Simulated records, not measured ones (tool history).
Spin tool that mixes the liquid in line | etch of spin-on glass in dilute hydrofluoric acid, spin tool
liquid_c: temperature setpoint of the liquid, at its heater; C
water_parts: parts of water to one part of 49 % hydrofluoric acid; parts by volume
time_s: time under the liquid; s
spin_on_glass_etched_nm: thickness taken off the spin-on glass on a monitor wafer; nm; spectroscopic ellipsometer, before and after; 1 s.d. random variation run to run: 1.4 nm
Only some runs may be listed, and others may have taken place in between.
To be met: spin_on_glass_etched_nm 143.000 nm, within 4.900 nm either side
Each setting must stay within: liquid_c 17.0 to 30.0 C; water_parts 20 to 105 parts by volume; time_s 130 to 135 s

{"run": 1, "hour": 0.0, "liquid_c": 22.0, "water_parts": 55, "time_s": 130, "spin_on_glass_etched_nm": 96.923}
{"run": 2, "hour": 5.0, "liquid_c": 23.0, "water_parts": 55, "time_s": 130, "spin_on_glass_etched_nm": 103.1}
{"run": 3, "hour": 5.9, "liquid_c": 24.0, "water_parts": 55, "time_s": 130, "spin_on_glass_etched_nm": 106.99}
{"run": 4, "hour": 10.8, "liquid_c": 25.5, "water_parts": 55, "time_s": 130, "spin_on_glass_etched_nm": 112.25}
{"run": 5, "hour": 13.8, "liquid_c": 25.5, "water_parts": 35, "time_s": 130, "spin_on_glass_etched_nm": 187.13}
{"run": 6, "hour": 17.7, "liquid_c": 24.5, "water_parts": 35, "time_s": 130, "spin_on_glass_etched_nm": 172.21}
{"run": 7, "hour": 23.5, "liquid_c": 24.0, "water_parts": 35, "time_s": 130, "spin_on_glass_etched_nm": 170.17}
{"run": 8, "hour": 31.9, "liquid_c": 23.5, "water_parts": 35, "time_s": 130, "spin_on_glass_etched_nm": 170.71}
{"run": 9, "hour": 35.9, "liquid_c": 23.0, "water_parts": 35, "time_s": 130, "spin_on_glass_etched_nm": 160.81}
{"run": 10, "hour": 44.5, "liquid_c": 22.5, "water_parts": 35, "time_s": 130, "spin_on_glass_etched_nm": 159.4}
{"run": 11, "hour": 48.0, "liquid_c": 22.0, "water_parts": 35, "time_s": 130, "spin_on_glass_etched_nm": 156.32}

Below are 4 possible settings for the next run. Only one of them brings all results inside the allowed miss of their targets. Which is it?
{"run": "A", "hour": 51.5, "liquid_c": 26.5, "water_parts": 50, "time_s": 130, "spin_on_glass_etched_nm": "?"}
{"run": "B", "hour": 51.5, "liquid_c": 19.5, "water_parts": 40, "time_s": 135, "spin_on_glass_etched_nm": "?"}
{"run": "C", "hour": 51.5, "liquid_c": 21.0, "water_parts": 35, "time_s": 130, "spin_on_glass_etched_nm": "?"}
{"run": "D", "hour": 51.5, "liquid_c": 23.0, "water_parts": 40, "time_s": 130, "spin_on_glass_etched_nm": "?"}

move=A spin_on_glass_etched_nm=130.100
move=B spin_on_glass_etched_nm=127.830
move=C spin_on_glass_etched_nm=150.920
move=D spin_on_glass_etched_nm=142.770
A: moves the result that the last run missed by most past its target, out the other side
B: moves the result that the last run missed by most past its target, out the other side
C: nearer than the last run, and not there yet
D: each result inside its tolerance
Correct choice: D, which meets every target
